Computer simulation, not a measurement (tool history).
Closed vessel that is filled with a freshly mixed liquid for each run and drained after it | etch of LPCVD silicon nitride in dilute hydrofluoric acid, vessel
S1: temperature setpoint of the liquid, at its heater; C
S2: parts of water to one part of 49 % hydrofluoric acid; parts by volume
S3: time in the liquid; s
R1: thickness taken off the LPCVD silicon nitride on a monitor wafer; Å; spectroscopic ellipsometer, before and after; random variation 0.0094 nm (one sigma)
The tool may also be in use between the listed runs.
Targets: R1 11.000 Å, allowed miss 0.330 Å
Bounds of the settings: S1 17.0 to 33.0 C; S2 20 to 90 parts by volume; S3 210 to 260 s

{"run": 1, "hour": 0.0, "S1": 25.0, "S2": 50, "S3": 260, "R1": 26.413}
{"run": 2, "hour": 1.6, "S1": 22.5, "S2": 50, "S3": 260, "R1": 22.202}
{"run": 3, "hour": 2.6, "S1": 21.0, "S2": 55, "S3": 260, "R1": 18.28}
{"run": 4, "hour": 5.4, "S1": 21.0, "S2": 65, "S3": 260, "R1": 15.37}
{"run": 5, "hour": 8.7, "S1": 20.0, "S2": 65, "S3": 260, "R1": 14.537}
{"run": 6, "hour": 15.5, "S1": 19.5, "S2": 65, "S3": 260, "R1": 14.028}
{"run": 7, "hour": 17.8, "S1": 19.0, "S2": 65, "S3": 260, "R1": 13.523}
{"run": 8, "hour": 19.2, "S1": 18.5, "S2": 65, "S3": 260, "R1": 13.121}

Which of these 4 next moves meets every target?
{"run": "A", "hour": 20.6, "S1": 19.5, "S2": 65, "S3": 255, "R1": "?"}
{"run": "B", "hour": 20.6, "S1": 21.5, "S2": 65, "S3": 260, "R1": "?"}
{"run": "C", "hour": 20.6, "S1": 19.5, "S2": 60, "S3": 245, "R1": "?"}
{"run": "D", "hour": 20.6, "S1": 17.0, "S2": 65, "S3": 245, "R1": "?"}

move=A R1=13.536
move=B R1=15.837
move=C R1=14.059
move=D R1=10.918
A: further off than the last run
B: further off than the last run
C: further off than the last run
D: meets every target
Move D is the one to make.
